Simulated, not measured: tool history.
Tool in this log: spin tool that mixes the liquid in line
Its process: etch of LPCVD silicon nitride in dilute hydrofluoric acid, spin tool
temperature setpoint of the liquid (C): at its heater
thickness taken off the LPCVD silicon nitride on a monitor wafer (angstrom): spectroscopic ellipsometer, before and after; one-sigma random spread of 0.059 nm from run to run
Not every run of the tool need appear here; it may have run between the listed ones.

run,day,temperature setpoint of the liquid (C),parts of water to one part of 49 % hydrofluoric acid (parts by volume),time under the liquid (s),thickness taken off the LPCVD silicon nitride on a monitor wafer (angstrom)
1,0,25,50,295,26.959
2,0.204,25,50,315,29.404
3,0.375,25,50,295,27.755
4,0.733,26.5,50,295,30.692
5,0.996,26.5,60,295,25.739
6,1.233,28,60,295,28.348
7,1.475,29,60,295,29.65
8,1.65,30,60,295,32.593
9,1.854,30,60,295,32.379
10,2.129,30.5,60,295,32.99
11,2.242,31,60,295,35.037
12,2.354,31.5,60,295,35.848
13,2.679,32,60,295,36.074

Run 14, settings as shown, results not yet in. Your forecast:
14,3.054,32.5,55,295,?

{"run 14": {"thickness taken off the LPCVD silicon nitride on a monitor wafer (angstrom)": 40.711}}
